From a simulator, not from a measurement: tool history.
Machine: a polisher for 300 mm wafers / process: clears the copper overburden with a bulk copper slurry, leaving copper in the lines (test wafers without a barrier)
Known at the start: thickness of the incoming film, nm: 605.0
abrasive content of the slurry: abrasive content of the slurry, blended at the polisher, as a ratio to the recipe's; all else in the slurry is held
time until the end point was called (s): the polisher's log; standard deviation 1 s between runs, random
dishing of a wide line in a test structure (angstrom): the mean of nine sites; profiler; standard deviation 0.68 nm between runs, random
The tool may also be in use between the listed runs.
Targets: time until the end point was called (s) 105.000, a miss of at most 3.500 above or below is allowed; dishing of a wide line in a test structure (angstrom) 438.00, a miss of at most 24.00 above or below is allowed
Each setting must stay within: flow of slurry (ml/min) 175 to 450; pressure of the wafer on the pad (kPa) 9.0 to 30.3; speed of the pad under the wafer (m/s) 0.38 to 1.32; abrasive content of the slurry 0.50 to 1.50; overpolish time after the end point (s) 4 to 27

run	hour	flow of slurry (ml/min)	pressure of the wafer on the pad (kPa)	speed of the pad under the wafer (m/s)	abrasive content of the slurry	overpolish time after the end point (s)	time until the end point was called (s)	dishing of a wide line in a test structure (angstrom)
1	0.0	290	19.3	0.84	1.00	14	83.747	449.42
2	7.5	260	19.3	0.84	1.00	14	87.136	441.99
3	11.2	245	18.6	0.84	1.00	15	85.879	442.01
4	14.1	245	22.8	0.84	1.00	15	74.610	485.23
5	21.2	245	20.0	0.84	1.00	16	82.804	469.06
6	29.0	245	20.0	0.84	1.10	16	80.518	489.89
7	32.3	245	17.9	0.84	1.10	16	87.011	459.07
8	34.4	245	16.5	0.84	1.10	17	90.662	455.92
9	42.5	245	15.2	0.84	1.10	18	97.823	444.37
10	45.7	245	14.5	0.84	1.10	18	100.980	441.29

Which of these 4 next moves meets every target?
A	48.9	275	15.2	0.88	1.15	16	?	?
B	48.9	235	16.5	0.76	1.20	17	?	?
C	48.9	220	16.5	0.74	1.15	18	?	?
D	48.9	235	15.2	0.86	1.00	15	?	?

move	time until the end point was called (s)	dishing of a wide line in a test structure (angstrom)
A	91.158	450.44
B	98.742	448.98
C	103.060	452.21
D	98.272	419.22
A: the biggest miss grows against the last run
B: the biggest miss grows against the last run
C: meets every target
D: the biggest miss grows against the last run
Move C is the one to make.

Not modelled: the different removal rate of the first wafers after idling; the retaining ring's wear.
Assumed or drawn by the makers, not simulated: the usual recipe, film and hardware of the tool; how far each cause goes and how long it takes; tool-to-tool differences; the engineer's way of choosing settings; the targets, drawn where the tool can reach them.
